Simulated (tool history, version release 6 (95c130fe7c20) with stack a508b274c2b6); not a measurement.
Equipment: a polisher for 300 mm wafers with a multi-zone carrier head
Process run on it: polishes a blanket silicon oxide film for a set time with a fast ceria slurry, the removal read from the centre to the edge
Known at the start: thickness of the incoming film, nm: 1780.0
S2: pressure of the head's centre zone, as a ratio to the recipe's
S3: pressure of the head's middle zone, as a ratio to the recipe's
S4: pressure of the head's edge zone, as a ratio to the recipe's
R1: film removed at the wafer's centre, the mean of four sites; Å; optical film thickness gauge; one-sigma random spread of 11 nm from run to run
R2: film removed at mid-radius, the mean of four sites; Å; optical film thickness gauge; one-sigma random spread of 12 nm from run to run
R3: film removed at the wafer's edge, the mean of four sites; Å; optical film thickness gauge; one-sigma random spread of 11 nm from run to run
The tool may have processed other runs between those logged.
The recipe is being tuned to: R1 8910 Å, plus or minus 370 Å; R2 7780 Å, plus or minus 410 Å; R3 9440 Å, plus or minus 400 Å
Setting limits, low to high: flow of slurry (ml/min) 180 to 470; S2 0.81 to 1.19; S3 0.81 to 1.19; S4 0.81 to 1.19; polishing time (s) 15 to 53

run 1 hour=0 | flow_of_slurry_(ml/min)=300 S2=1 S3=1 S4=1 polishing_time_(s)=34 | R1=6273.1 R2=6106.8 R3=6535.6
run 2 hour=7.1 | flow_of_slurry_(ml/min)=300 S2=1 S3=0.91 S4=1 polishing_time_(s)=34 | R1=6240.9 R2=5820.4 R3=6632.1
run 3 hour=11.5 | flow_of_slurry_(ml/min)=235 S2=1 S3=0.91 S4=1 polishing_time_(s)=34 | R1=6029.6 R2=5526.5 R3=6351.3
run 4 hour=15.9 | flow_of_slurry_(ml/min)=260 S2=1.02 S3=0.91 S4=1.03 polishing_time_(s)=36 | R1=6704.8 R2=6009.5 R3=6695.3
run 5 hour=20.8 | flow_of_slurry_(ml/min)=285 S2=1.01 S3=0.89 S4=1.02 polishing_time_(s)=38 | R1=6975.6 R2=6389.8 R3=7189.4
run 6 hour=28.2 | flow_of_slurry_(ml/min)=295 S2=1.01 S3=0.87 S4=1.06 polishing_time_(s)=40 | R1=7461.4 R2=6713.1 R3=7837.9
run 7 hour=34.8 | flow_of_slurry_(ml/min)=315 S2=1.02 S3=0.86 S4=1.08 polishing_time_(s)=41 | R1=7640.4 R2=6953.7 R3=8198
run 8 hour=42.2 | flow_of_slurry_(ml/min)=330 S2=1.03 S3=0.85 S4=1.09 polishing_time_(s)=42 | R1=7931.3 R2=6599.7 R3=8383.3
run 9 hour=49.4 | flow_of_slurry_(ml/min)=330 S2=1.03 S3=0.86 S4=1.09 polishing_time_(s)=43 | R1=8240.8 R2=7077.8 R3=8651.4
run 10 hour=58.3 | flow_of_slurry_(ml/min)=335 S2=1.03 S3=0.87 S4=1.1 polishing_time_(s)=44 | R1=8477.7 R2=7236.2 R3=8946.3
run 11 hour=66.4 | flow_of_slurry_(ml/min)=335 S2=1.03 S3=0.88 S4=1.1 polishing_time_(s)=44 | R1=8496 R2=7254.1 R3=8908.1

Which single option among these 4 for the next run brings every result within its allowed miss of target? Just one does.
run A hour=74.5 | flow_of_slurry_(ml/min)=400 S2=1.11 S3=0.9 S4=1.19 polishing_time_(s)=39 | R1=? R2=? R3=?
run B hour=74.5 | flow_of_slurry_(ml/min)=180 S2=1.06 S3=0.9 S4=1.12 polishing_time_(s)=49 | R1=? R2=? R3=?
run C hour=74.5 | flow_of_slurry_(ml/min)=345 S2=0.94 S3=0.9 S4=1.12 polishing_time_(s)=46 | R1=? R2=? R3=?
run D hour=74.5 | flow_of_slurry_(ml/min)=260 S2=1.07 S3=0.97 S4=1 polishing_time_(s)=44 | R1=? R2=? R3=?

move=A R1=8354.7 R2=6700.8 R3=8247.1
move=B R1=8944 R2=7600.3 R3=9293.5
move=C R1=8221.6 R2=7813.5 R3=9336.3
move=D R1=8666.9 R2=7711.7 R3=8238.1
A: moves away from the targets compared with the last run
B: each result inside its tolerance
C: meets the target for the result that was furthest off, but another lies outside its allowed miss
D: moves away from the targets compared with the last run
The right move is B.

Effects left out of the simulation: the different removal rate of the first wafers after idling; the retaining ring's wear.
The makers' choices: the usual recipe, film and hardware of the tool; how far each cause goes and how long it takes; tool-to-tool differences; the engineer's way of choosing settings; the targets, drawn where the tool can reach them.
